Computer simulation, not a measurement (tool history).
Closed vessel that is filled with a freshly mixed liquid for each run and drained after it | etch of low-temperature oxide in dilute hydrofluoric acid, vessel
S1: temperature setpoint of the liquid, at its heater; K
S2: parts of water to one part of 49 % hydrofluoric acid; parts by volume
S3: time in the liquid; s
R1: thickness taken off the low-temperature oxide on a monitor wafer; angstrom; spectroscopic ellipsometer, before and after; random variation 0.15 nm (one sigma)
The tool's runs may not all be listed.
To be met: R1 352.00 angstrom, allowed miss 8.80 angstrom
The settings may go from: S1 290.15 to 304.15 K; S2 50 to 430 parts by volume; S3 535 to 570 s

run 1 hour=0.0 | S1=296.15 S2=240 S3=535 | R1=204.98
run 2 hour=5.0 | S1=296.15 S2=170 S3=535 | R1=314.60
run 3 hour=9.7 | S1=294.15 S2=170 S3=535 | R1=289.33
run 4 hour=17.0 | S1=291.15 S2=170 S3=535 | R1=259.03
run 5 hour=21.2 | S1=291.15 S2=170 S3=570 | R1=274.17
run 6 hour=29.5 | S1=291.15 S2=170 S3=535 | R1=258.95
run 7 hour=35.9 | S1=293.15 S2=170 S3=535 | R1=278.36
run 8 hour=43.1 | S1=297.15 S2=165 S3=535 | R1=336.82

Which of these 5 next moves meets every target?
run A hour=50.3 | S1=297.15 S2=155 S3=545 | R1=?
run B hour=50.3 | S1=295.65 S2=145 S3=540 | R1=?
run C hour=50.3 | S1=291.65 S2=145 S3=535 | R1=?
run D hour=50.3 | S1=293.65 S2=155 S3=535 | R1=?
run E hour=50.3 | S1=296.15 S2=155 S3=535 | R1=?

move=A R1=368.01
move=B R1=372.06
move=C R1=314.46
move=D R1=315.41
move=E R1=347.69
A: takes the result that was furthest off past its target
B: takes the result that was furthest off past its target
C: further off than the last run
D: further off than the last run
E: meets every target
Answer: E
